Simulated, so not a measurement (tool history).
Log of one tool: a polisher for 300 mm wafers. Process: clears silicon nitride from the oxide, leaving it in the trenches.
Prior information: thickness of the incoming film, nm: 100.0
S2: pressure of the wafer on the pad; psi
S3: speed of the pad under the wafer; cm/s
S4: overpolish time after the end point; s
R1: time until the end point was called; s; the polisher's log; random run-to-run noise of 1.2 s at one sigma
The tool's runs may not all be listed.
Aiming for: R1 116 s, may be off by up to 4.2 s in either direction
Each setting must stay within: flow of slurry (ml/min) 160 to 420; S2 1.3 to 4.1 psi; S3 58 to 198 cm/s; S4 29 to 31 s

run 1 hour=0 | flow_of_slurry_(ml/min)=270 S2=2.7 S3=128 S4=29 | R1=89.955
run 2 hour=3.8 | flow_of_slurry_(ml/min)=270 S2=2.7 S3=116 S4=29 | R1=100.62
run 3 hour=12.8 | flow_of_slurry_(ml/min)=270 S2=2.6 S3=116 S4=29 | R1=100.22
run 4 hour=18.7 | flow_of_slurry_(ml/min)=270 S2=2.5 S3=116 S4=29 | R1=104.72
run 5 hour=20.1 | flow_of_slurry_(ml/min)=225 S2=2.5 S3=116 S4=29 | R1=106.9
run 6 hour=26.2 | flow_of_slurry_(ml/min)=225 S2=2.5 S3=116 S4=29 | R1=105.49
run 7 hour=30.9 | flow_of_slurry_(ml/min)=225 S2=2.4 S3=116 S4=29 | R1=107.1
run 8 hour=39.5 | flow_of_slurry_(ml/min)=225 S2=2.3 S3=116 S4=29 | R1=110.56

Exactly one of the 5 candidate moves below puts every result within its allowed miss. Which one?
run A hour=48.1 | flow_of_slurry_(ml/min)=235 S2=2.5 S3=124 S4=29 | R1=?
run B hour=48.1 | flow_of_slurry_(ml/min)=210 S2=2.3 S3=126 S4=29 | R1=?
run C hour=48.1 | flow_of_slurry_(ml/min)=165 S2=1.9 S3=142 S4=29 | R1=?
run D hour=48.1 | flow_of_slurry_(ml/min)=295 S2=2.4 S3=116 S4=31 | R1=?
run E hour=48.1 | flow_of_slurry_(ml/min)=200 S2=2 S3=122 S4=29 | R1=?

move=A R1=98.141
move=B R1=103.04
move=C R1=106.23
move=D R1=104.55
move=E R1=115.81
A: lands further from the targets than the last run did
B: lands further from the targets than the last run did
C: lands further from the targets than the last run did
D: lands further from the targets than the last run did
E: every result lands within tolerance
Move E is the one to make.
